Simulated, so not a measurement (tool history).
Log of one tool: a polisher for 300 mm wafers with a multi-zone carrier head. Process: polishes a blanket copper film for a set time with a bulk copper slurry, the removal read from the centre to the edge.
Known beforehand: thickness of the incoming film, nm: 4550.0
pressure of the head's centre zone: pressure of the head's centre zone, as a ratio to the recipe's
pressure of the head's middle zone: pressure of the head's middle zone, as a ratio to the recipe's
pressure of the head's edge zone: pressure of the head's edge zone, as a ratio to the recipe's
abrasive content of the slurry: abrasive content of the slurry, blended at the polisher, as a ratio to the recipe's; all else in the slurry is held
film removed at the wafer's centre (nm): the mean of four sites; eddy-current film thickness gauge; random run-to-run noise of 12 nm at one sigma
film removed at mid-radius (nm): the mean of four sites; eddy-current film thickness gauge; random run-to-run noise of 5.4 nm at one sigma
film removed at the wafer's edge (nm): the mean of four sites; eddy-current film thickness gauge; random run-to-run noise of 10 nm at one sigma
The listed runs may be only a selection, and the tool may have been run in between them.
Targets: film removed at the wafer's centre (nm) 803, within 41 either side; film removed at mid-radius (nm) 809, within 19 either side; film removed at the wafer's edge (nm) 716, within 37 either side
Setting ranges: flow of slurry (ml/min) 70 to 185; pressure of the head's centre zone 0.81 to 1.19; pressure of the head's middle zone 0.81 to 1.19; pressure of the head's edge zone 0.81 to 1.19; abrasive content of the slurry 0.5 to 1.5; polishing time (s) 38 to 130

run,day,flow of slurry (ml/min),pressure of the head's centre zone,pressure of the head's middle zone,pressure of the head's edge zone,abrasive content of the slurry,polishing time (s),film removed at the wafer's centre (nm),film removed at mid-radius (nm),film removed at the wafer's edge (nm)
1,0,120,1,1,1,1,84,950.49,977.4,935.37
2,0.367,120,1,1,1.06,1,84,955.16,962.97,1020
3,0.4,110,1,0.98,1,0.95,84,876.28,917.13,925.62
4,0.679,110,1,0.98,1,0.95,98,1036.5,1079.8,1086.4
5,0.954,110,1.02,0.96,0.95,0.8,95,1007,976.94,976.31
6,1.154,110,1.02,0.99,0.95,0.8,95,1009.8,1001.6,962.68
7,1.483,105,1.01,0.99,0.91,0.7,93,923.47,949.27,933.28
8,1.504,105,1.03,1.01,0.88,0.65,88,885.14,893.89,830.71
# day 1.717: slurry nozzle cleaned
9,1.717,100,1.04,1.02,0.86,0.6,87,973.25,965.26,856.06
10,2.038,100,1.01,1,0.82,0.7,70,772.99,787.88,689.39

Consider the 4 candidate settings below. Which is the only one whose results all fall within their allowed miss of target?
A,2.358,115,1.07,0.98,0.85,0.7,67,?,?,?
B,2.358,95,1.02,1.01,0.83,0.5,78,?,?,?
C,2.358,100,1,0.99,0.83,0.7,68,?,?,?
D,2.358,115,1.04,1.04,0.84,0.9,61,?,?,?

move,film removed at the wafer's centre (nm),film removed at mid-radius (nm),film removed at the wafer's edge (nm)
A,800.84,763.35,678.59
B,782.44,808.49,703.4
C,730.09,755.36,665.53
D,749.09,772.43,648.96
A: the biggest miss grows against the last run
B: every result lands within tolerance
C: the biggest miss grows against the last run
D: the biggest miss grows against the last run
Move B is the one to make.
